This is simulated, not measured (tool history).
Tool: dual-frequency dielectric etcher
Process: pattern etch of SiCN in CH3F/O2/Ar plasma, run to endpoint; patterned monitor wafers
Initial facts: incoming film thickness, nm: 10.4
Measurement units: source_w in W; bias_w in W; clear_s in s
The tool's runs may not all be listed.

run,day,source_w,bias_w,clear_s
1,0.000,420,92,25.629
2,0.308,420,76,28.124
3,0.608,410,76,28.474
4,0.933,410,91,26.156
5,1.262,390,91,26.221
6,1.338,420,91,25.850

Predict the results of run 7:
7,1.392,380,90,?

Run 7 came out at clear_s 26.702 s.
